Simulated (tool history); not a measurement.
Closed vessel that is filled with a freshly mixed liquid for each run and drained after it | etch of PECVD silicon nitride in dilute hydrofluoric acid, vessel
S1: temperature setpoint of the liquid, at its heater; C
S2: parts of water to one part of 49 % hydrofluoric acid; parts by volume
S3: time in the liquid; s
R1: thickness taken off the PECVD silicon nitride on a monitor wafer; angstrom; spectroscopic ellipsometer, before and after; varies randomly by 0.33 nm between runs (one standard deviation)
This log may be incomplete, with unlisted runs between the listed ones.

run,hour,S1,S2,S3,R1
1,0.0,20.0,235,2595,398.88
2,9.6,20.0,165,2595,555.26
3,19.2,18.5,165,2595,503.29
4,22.0,19.5,165,2595,543.10
5,30.0,21.0,165,2595,596.27
6,31.4,21.0,250,2595,398.47
7,33.2,23.0,250,2595,455.92
8,42.0,24.5,250,2595,504.50
9,48.9,25.5,250,2595,535.72
10,55.0,26.0,250,2595,547.96
11,60.7,26.5,250,2595,568.46

What will run 12 give?
12,70.0,27.0,250,2595,?

{"run 12": {"R1": 589.67}}
